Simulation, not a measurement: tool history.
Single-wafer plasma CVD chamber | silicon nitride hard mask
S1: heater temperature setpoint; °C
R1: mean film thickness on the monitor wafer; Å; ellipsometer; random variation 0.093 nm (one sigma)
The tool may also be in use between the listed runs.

{"run": 1, "hour": 0.0, "S1": 390, "chamber pressure (mTorr)": 1500, "RF power (W)": 325, "deposition time (s)": 39, "R1": 446.18}
{"run": 2, "hour": 6.7, "S1": 390, "chamber pressure (mTorr)": 1380, "RF power (W)": 325, "deposition time (s)": 39, "R1": 441.92}
{"run": 3, "hour": 13.4, "S1": 390, "chamber pressure (mTorr)": 1330, "RF power (W)": 325, "deposition time (s)": 39, "R1": 437.59}
{"run": 4, "hour": 20.8, "S1": 390, "chamber pressure (mTorr)": 1290, "RF power (W)": 325, "deposition time (s)": 39, "R1": 436.16}
{"run": 5, "hour": 25.9, "S1": 400, "chamber pressure (mTorr)": 1290, "RF power (W)": 325, "deposition time (s)": 39, "R1": 434.25}
{"hour": 32.5, "done": "RF generator calibrated"}
{"run": 6, "hour": 32.5, "S1": 400, "chamber pressure (mTorr)": 1250, "RF power (W)": 325, "deposition time (s)": 39, "R1": 446.05}
{"run": 7, "hour": 39.8, "S1": 400, "chamber pressure (mTorr)": 1160, "RF power (W)": 285, "deposition time (s)": 39, "R1": 410.05}

Run 8 comes next. What will it give?
{"run": 8, "hour": 43.7, "S1": 400, "chamber pressure (mTorr)": 1170, "RF power (W)": 285, "deposition time (s)": 39, "R1": "?"}

Run 8 gave R1 411.08 Å.

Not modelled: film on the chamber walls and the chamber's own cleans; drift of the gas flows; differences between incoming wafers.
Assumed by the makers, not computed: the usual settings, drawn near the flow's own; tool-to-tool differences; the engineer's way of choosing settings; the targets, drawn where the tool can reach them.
